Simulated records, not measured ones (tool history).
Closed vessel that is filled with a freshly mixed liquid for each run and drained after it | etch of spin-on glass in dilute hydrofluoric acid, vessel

run	hour	temperature setpoint of the liquid (C)	parts of water to one part of 49 % hydrofluoric acid (parts by volume)	time in the liquid (s)	thickness taken off the spin-on glass on a monitor wafer (angstrom)
1	0	24	85	30	202.24
2	3.3	21	85	30	176.74
3	7.3	21	85	30	178.34
4	9.9	21	75	30	202.83
5	15.6	23.5	75	30	226.91
6	24.4	25.5	75	30	241.72
7	26.6	27	75	30	258.41

Predict the results of run 8:
8	34.7	28	75	30	?

Run 8 came out at thickness taken off the spin-on glass on a monitor wafer (angstrom) 268.02.

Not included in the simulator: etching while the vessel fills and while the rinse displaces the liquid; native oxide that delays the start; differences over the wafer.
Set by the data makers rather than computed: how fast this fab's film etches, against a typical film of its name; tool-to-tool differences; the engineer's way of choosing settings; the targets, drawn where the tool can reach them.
